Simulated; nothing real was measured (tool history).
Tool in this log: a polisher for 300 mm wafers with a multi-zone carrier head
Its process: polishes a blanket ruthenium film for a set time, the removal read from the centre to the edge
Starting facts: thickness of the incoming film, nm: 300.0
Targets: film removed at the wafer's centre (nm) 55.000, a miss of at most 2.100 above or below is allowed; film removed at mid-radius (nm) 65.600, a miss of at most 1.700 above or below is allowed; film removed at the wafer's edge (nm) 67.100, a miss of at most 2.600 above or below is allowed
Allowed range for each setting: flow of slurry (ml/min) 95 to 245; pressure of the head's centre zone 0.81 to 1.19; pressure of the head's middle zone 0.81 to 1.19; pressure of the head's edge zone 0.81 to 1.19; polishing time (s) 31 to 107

run,day,flow of slurry (ml/min),pressure of the head's centre zone,pressure of the head's middle zone,pressure of the head's edge zone,polishing time (s),film removed at the wafer's centre (nm),film removed at mid-radius (nm),film removed at the wafer's edge (nm)
1,0.000,155,1.00,1.00,1.00,69,83.629,86.830,86.750
2,0.308,155,1.00,1.00,1.00,57,69.493,71.557,71.115
3,0.412,155,0.93,1.00,1.00,57,65.278,72.623,73.232
4,0.671,145,0.91,0.99,0.99,56,61.340,70.040,71.270
5,0.988,145,0.91,0.99,0.99,44,48.598,54.827,55.685
6,1.292,145,0.91,0.93,0.99,44,48.868,51.746,55.107
7,1.438,160,0.90,0.95,1.01,44,47.869,53.433,56.930
8,1.488,165,0.91,0.97,1.03,45,49.950,55.344,57.391
9,1.562,160,0.90,0.98,1.03,47,53.073,59.002,60.194
10,1.858,165,0.88,0.98,1.04,48,51.405,60.410,62.621
11,2.171,170,0.88,0.99,1.05,48,53.308,60.770,62.889
12,2.283,175,0.87,1.00,1.06,48,52.334,61.928,61.783
13,2.329,170,0.87,1.00,1.06,49,52.715,62.844,64.108

5 candidate next runs follow, results not yet known. Just one meets every target within its allowed miss. Identify it.
A,2.375,160,0.85,0.99,1.03,52,?,?,?
B,2.375,185,0.89,0.97,1.12,48,?,?,?
C,2.375,150,0.82,0.96,1.13,53,?,?,?
D,2.375,110,0.81,1.05,1.14,51,?,?,?
E,2.375,160,1.03,1.00,0.98,46,?,?,?

move,film removed at the wafer's centre (nm),film removed at mid-radius (nm),film removed at the wafer's edge (nm)
A,55.007,66.197,67.020
B,54.280,61.144,65.386
C,53.544,65.195,71.151
D,48.478,64.807,66.620
E,59.062,59.005,57.868
A: in spec on every target
B: its largest miss is bigger than the last run's
C: brings the last run's worst result on target, with another outside its allowed miss
D: brings the last run's worst result on target, with another outside its allowed miss
E: its largest miss is bigger than the last run's
A meets every target.

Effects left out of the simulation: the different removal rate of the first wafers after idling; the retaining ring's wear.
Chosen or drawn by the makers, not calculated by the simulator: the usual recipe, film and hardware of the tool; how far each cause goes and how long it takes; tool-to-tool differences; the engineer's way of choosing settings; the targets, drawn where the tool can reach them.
